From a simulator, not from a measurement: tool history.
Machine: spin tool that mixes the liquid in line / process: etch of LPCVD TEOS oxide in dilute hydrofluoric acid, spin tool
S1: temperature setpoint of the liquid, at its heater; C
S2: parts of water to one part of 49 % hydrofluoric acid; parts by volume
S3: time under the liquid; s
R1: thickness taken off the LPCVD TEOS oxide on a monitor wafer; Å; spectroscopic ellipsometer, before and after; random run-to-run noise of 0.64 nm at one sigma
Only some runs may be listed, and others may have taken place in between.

run  hour    S1   S2   S3      R1
  1   0.0  25.0  110  295  484.84
  2   7.2  23.5  110  295  456.06
  3  15.8  25.0  105  295  513.65
  4  19.2  26.0  100  295  561.68
  5  28.0  27.0  100  295  589.69
  6  30.7  27.0  100  295  592.88
  7  32.4  28.0  100  295  605.08
  8  39.8  28.5  100  295  624.34

Predict the results of run 9:
  9  45.4  32.5  85  295   ?

{"run 9": {"R1": 867.53}}
